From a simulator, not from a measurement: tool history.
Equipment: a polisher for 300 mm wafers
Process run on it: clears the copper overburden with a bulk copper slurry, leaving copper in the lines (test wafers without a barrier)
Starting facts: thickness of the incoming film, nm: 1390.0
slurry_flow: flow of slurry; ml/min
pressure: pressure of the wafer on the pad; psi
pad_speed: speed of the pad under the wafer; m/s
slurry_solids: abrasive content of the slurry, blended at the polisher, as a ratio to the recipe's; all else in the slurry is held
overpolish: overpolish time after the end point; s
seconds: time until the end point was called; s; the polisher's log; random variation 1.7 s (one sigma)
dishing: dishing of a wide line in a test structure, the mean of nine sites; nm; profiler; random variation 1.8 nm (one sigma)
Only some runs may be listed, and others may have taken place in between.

| run | hour | slurry_flow | pressure | pad_speed | slurry_solids | overpolish | seconds | dishing |
|---|---|---|---|---|---|---|---|---|
| 1 | 0.0 | 145 | 3.4 | 1.20 | 1.0 | 28 | 96.417 | 102.660 |
| 2 | 2.8 | 145 | 3.4 | 1.06 | 1.0 | 28 | 105.940 | 102.340 |
| 3 | 3.6 | 145 | 3.2 | 1.08 | 1.0 | 22 | 106.010 | 94.371 |
| 4 | 5.0 | 145 | 3.2 | 1.08 | 1.0 | 18 | 110.340 | 88.669 |
| 5 | 7.3 | 145 | 3.2 | 1.36 | 1.0 | 18 | 90.466 | 96.410 |
| 6 | 11.3 | 145 | 3.2 | 1.66 | 1.0 | 18 | 76.035 | 101.880 |
| 7 | 14.6 | 145 | 2.7 | 1.64 | 1.0 | 19 | 91.639 | 94.200 |
| 8 | 16.4 | 145 | 2.5 | 1.62 | 1.0 | 21 | 96.071 | 92.061 |
| 9 | 24.6 | 145 | 2.3 | 1.60 | 1.0 | 24 | 106.820 | 87.669 |

Expected results for the next run?
| 10 | 28.8 | 145 | 2.2 | 1.58 | 1.0 | 27 | ? | ? |

Logged for run 10: seconds 116.710 s, dishing 92.608 nm.
